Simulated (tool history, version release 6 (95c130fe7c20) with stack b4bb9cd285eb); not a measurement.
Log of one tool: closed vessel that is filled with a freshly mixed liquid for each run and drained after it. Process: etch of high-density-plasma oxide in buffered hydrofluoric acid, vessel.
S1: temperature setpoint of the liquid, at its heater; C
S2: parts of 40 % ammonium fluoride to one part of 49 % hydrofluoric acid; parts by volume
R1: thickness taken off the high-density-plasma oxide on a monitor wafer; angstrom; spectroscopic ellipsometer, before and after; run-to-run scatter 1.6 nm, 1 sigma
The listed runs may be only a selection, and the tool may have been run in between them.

Run 1, day 0.000: S1 24.0 C, S2 9.0 parts by volume, time in the liquid (s) 105. Result: R1 1596.7 angstrom.
Run 2, day 0.112: S1 24.5 C, S2 9.0 parts by volume, time in the liquid (s) 105. Result: R1 1642.9 angstrom.
Run 3, day 0.496: S1 25.0 C, S2 9.0 parts by volume, time in the liquid (s) 105. Result: R1 1689.1 angstrom.
Run 4, day 0.588: S1 25.5 C, S2 9.0 parts by volume, time in the liquid (s) 105. Result: R1 1722.4 angstrom.
Run 5, day 0.950: S1 23.0 C, S2 9.0 parts by volume, time in the liquid (s) 105. Result: R1 1517.8 angstrom.
Run 6, day 1.108: S1 23.5 C, S2 9.0 parts by volume, time in the liquid (s) 105. Result: R1 1567.4 angstrom.
Run 7, day 1.154: S1 24.0 C, S2 9.0 parts by volume, time in the liquid (s) 105. Result: R1 1600.1 angstrom.
Run 8, day 1.417: S1 24.5 C, S2 9.0 parts by volume, time in the liquid (s) 105. Result: R1 1614.3 angstrom.
Run 9, day 1.779: S1 25.0 C, S2 9.0 parts by volume, time in the liquid (s) 105. Result: R1 1687.6 angstrom.
Run 10, day 1.846: S1 25.5 C, S2 9.0 parts by volume, time in the liquid (s) 105. Result: R1 1710.5 angstrom.

Forecast run 11:
Run 11, day 2.033: S1 26.0 C, S2 9.0 parts by volume, time in the liquid (s) 105. Result: R1 ?.

R1: 1777.7 angstrom
